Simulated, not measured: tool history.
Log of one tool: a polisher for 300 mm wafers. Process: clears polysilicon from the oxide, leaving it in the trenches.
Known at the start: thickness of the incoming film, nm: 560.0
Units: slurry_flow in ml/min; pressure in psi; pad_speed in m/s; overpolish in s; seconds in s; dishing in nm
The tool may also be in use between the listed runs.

{"run": 1, "hour": 0.0, "slurry_flow": 175, "pressure": 1.7, "pad_speed": 0.94, "overpolish": 13, "seconds": 51.32, "dishing": 46.386}
{"run": 2, "hour": 4.9, "slurry_flow": 175, "pressure": 2.1, "pad_speed": 0.94, "overpolish": 13, "seconds": 41.996, "dishing": 48.621}
{"run": 3, "hour": 11.4, "slurry_flow": 175, "pressure": 1.7, "pad_speed": 0.94, "overpolish": 13, "seconds": 51.26, "dishing": 46.48}
{"run": 4, "hour": 13.0, "slurry_flow": 175, "pressure": 1.6, "pad_speed": 0.94, "overpolish": 14, "seconds": 53.641, "dishing": 47.413}
{"run": 5, "hour": 17.4, "slurry_flow": 175, "pressure": 1.5, "pad_speed": 0.94, "overpolish": 14, "seconds": 56.937, "dishing": 45.325}
{"run": 6, "hour": 21.5, "slurry_flow": 175, "pressure": 1.4, "pad_speed": 0.94, "overpolish": 15, "seconds": 62.139, "dishing": 47.374}
{"run": 7, "hour": 28.4, "slurry_flow": 165, "pressure": 1.1, "pad_speed": 0.94, "overpolish": 15, "seconds": 78.817, "dishing": 43.495}
{"run": 8, "hour": 36.7, "slurry_flow": 170, "pressure": 1.1, "pad_speed": 0.94, "overpolish": 15, "seconds": 79.076, "dishing": 41.768}
{"run": 9, "hour": 39.1, "slurry_flow": 170, "pressure": 1.1, "pad_speed": 0.94, "overpolish": 16, "seconds": 77.284, "dishing": 44.672}
{"run": 10, "hour": 41.9, "slurry_flow": 175, "pressure": 1.1, "pad_speed": 0.94, "overpolish": 17, "seconds": 79.792, "dishing": 44.613}
{"run": 11, "hour": 47.7, "slurry_flow": 175, "pressure": 1.3, "pad_speed": 0.94, "overpolish": 18, "seconds": 67.821, "dishing": 47.637}
{"run": 12, "hour": 56.6, "slurry_flow": 170, "pressure": 1.3, "pad_speed": 0.94, "overpolish": 18, "seconds": 66.438, "dishing": 47.033}
{"run": 13, "hour": 64.5, "slurry_flow": 170, "pressure": 1.1, "pad_speed": 0.94, "overpolish": 19, "seconds": 79.217, "dishing": 45.58}
{"run": 14, "hour": 67.6, "slurry_flow": 175, "pressure": 1.1, "pad_speed": 0.94, "overpolish": 19, "seconds": 78.072, "dishing": 45.986}
{"hour": 68.8, "done": "head pressure recalibrated"}
{"run": 15, "hour": 68.8, "slurry_flow": 180, "pressure": 1.1, "pad_speed": 0.94, "overpolish": 19, "seconds": 84.395, "dishing": 46.425}

Forecast run 16:
{"run": 16, "hour": 69.4, "slurry_flow": 180, "pressure": 1.1, "pad_speed": 0.94, "overpolish": 19, "seconds": "?", "dishing": "?"}

seconds: 84.675 s
dishing: 45.053 nm

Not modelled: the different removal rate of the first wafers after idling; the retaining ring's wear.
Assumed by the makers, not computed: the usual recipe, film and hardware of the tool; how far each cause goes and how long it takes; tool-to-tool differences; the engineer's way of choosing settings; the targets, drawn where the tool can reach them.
